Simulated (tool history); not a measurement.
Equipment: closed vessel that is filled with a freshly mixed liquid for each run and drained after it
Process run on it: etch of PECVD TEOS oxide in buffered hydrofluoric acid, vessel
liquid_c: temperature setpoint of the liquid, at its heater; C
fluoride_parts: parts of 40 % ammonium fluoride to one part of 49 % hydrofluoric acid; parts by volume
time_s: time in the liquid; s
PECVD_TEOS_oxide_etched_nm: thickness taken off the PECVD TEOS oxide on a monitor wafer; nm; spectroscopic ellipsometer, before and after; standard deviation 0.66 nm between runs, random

run    day  liquid_c  fluoride_parts  time_s  PECVD_TEOS_oxide_etched_nm
  1      0        25              18     105                      118.83
  2  0.221      27.5              18     105                      135.02
  3  0.296      28.5              17     105                      151.89
  4  0.371      28.5            19.5     105                      132.01
  5  0.712        25            19.5     105                      109.64
  6  0.821        25            17.5     105                      121.44

Run 7 has not been measured yet. What should we expect?
  7  1.012        29            13.5     105                           ?

Run 7 measured PECVD_TEOS_oxide_etched_nm 196.73 nm.
